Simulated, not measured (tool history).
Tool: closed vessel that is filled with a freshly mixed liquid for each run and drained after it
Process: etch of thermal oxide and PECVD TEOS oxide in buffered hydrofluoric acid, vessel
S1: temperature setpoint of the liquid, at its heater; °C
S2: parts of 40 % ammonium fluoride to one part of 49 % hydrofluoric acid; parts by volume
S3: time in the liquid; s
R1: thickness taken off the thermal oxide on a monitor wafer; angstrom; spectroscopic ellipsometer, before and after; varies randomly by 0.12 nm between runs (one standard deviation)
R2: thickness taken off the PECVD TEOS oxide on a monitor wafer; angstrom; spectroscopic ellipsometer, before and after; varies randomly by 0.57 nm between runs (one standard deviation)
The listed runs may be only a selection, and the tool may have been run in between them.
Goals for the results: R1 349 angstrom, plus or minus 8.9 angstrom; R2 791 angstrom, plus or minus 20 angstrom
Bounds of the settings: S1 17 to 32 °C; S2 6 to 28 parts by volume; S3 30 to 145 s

run 1 hour=0 | S1=24 S2=17 S3=75 | R1=520.01 R2=1185.1
run 2 hour=7.8 | S1=26 S2=17 S3=75 | R1=581.7 R2=1315.4
run 3 hour=15.2 | S1=26 S2=13 S3=75 | R1=759.06 R2=1716.3
run 4 hour=21.2 | S1=23.5 S2=13 S3=75 | R1=656.55 R2=1499
run 5 hour=28.9 | S1=23.5 S2=15.5 S3=75 | R1=559.56 R2=1245.3
run 6 hour=34.1 | S1=23.5 S2=10.5 S3=75 | R1=818.79 R2=1858.5
run 7 hour=41 | S1=22.5 S2=11.5 S3=75 | R1=707.42 R2=1585.5
run 8 hour=44.5 | S1=21.5 S2=12.5 S3=75 | R1=615.37 R2=1382.2
run 9 hour=48.6 | S1=21 S2=13 S3=75 | R1=574.34 R2=1314
run 10 hour=54.8 | S1=20.5 S2=13.5 S3=75 | R1=540.56 R2=1228.4
run 11 hour=63.9 | S1=17 S2=18.5 S3=75 | R1=323.72 R2=733.19

Of the 5 settings listed for the next run, only one would bring every result within its allowed miss of target. Which one?
run A hour=73 | S1=19 S2=15.5 S3=60 | R1=? R2=?
run B hour=73 | S1=17 S2=13.5 S3=55 | R1=? R2=?
run C hour=73 | S1=17 S2=13 S3=50 | R1=? R2=?
run D hour=73 | S1=17.5 S2=17.5 S3=70 | R1=? R2=?
run E hour=73 | S1=19 S2=20.5 S3=75 | R1=? R2=?

move=A R1=346.05 R2=787.72
move=B R1=324.34 R2=738.31
move=C R1=305.98 R2=696.51
move=D R1=328.96 R2=748.83
move=E R1=330.67 R2=752.71
A: hits every target within its allowed miss
B: no better and no worse than the last run
C: lands further from the targets than the last run did
D: an improvement on the last run, though not all results are within tolerance
E: an improvement on the last run, though not all results are within tolerance
So the answer is move A, the one that meets all the targets.

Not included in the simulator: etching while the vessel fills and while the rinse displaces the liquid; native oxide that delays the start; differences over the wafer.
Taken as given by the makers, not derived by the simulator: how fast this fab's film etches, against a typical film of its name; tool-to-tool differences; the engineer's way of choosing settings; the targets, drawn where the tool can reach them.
